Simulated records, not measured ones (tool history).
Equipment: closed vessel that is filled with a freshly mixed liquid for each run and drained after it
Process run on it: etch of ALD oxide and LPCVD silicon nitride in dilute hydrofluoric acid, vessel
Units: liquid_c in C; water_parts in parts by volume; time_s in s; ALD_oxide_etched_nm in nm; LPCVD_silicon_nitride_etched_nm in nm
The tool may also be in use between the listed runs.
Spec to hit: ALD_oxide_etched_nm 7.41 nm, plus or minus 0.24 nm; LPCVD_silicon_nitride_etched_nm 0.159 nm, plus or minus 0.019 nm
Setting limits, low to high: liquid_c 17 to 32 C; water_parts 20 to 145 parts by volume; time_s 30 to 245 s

run,day,liquid_c,water_parts,time_s,ALD_oxide_etched_nm,LPCVD_silicon_nitride_etched_nm
1,0,24,80,125,31.531,0.71109
2,0.221,24,95,125,26.218,0.64182
3,0.367,23.5,100,120,23.534,0.52042
4,0.571,23.5,90,120,26.011,0.62161
5,0.621,23.5,70,120,35.073,0.77169
6,0.779,23,80,115,28.348,0.63576
7,1.046,22.5,85,110,24.848,0.56331
8,1.279,22,90,105,21.542,0.49756
9,1.458,21.5,95,105,20.261,0.4415
10,1.683,21,100,100,18.019,0.38499
11,2.05,21,100,100,17.629,0.3902
12,2.158,20.5,105,100,16.344,0.34222

4 next moves are on the table. One of them brings every result within its allowed miss. Which?
A,2.267,18.5,135,65,?,?
B,2.267,17,130,70,?,?
C,2.267,20.5,140,60,?,?
D,2.267,17.5,75,190,?,?

move,ALD_oxide_etched_nm,LPCVD_silicon_nitride_etched_nm
A,7.308,0.15746
B,7.723,0.1587
C,7.0141,0.16054
D,39.297,0.75991
A: meets every target
B: gains on the last run, yet a result remains outside its allowed miss
C: moves the result that the last run missed by most past its target, out the other side
D: moves away from the targets compared with the last run
The move that meets every target is A.

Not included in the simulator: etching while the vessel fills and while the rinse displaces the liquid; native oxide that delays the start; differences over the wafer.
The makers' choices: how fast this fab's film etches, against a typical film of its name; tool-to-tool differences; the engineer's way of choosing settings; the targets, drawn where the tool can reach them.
